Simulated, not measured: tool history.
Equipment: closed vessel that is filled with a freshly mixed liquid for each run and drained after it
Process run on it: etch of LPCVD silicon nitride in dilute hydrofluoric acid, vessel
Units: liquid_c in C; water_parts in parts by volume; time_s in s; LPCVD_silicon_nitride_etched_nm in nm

run  hour  liquid_c  water_parts  time_s  LPCVD_silicon_nitride_etched_nm
  1   0.0      25.0          115     485                           2.2538
  2   8.2      22.0          115     485                           1.8165
  3  16.6      23.0          115     485                           1.9848
  4  23.4      24.0          115     485                           2.1064
  5  30.2      25.0          115     485                           2.2171
  6  38.6      26.0          115     485                           2.3893
  7  47.2      26.5          115     485                           2.4763
  8  54.8      27.0          115     485                           2.5708
  9  62.4      27.5          115     485                           2.6121

Forecast run 10:
 10  67.0      28.0          115     485                                ?

{"run 10": {"LPCVD_silicon_nitride_etched_nm": 2.6984}}

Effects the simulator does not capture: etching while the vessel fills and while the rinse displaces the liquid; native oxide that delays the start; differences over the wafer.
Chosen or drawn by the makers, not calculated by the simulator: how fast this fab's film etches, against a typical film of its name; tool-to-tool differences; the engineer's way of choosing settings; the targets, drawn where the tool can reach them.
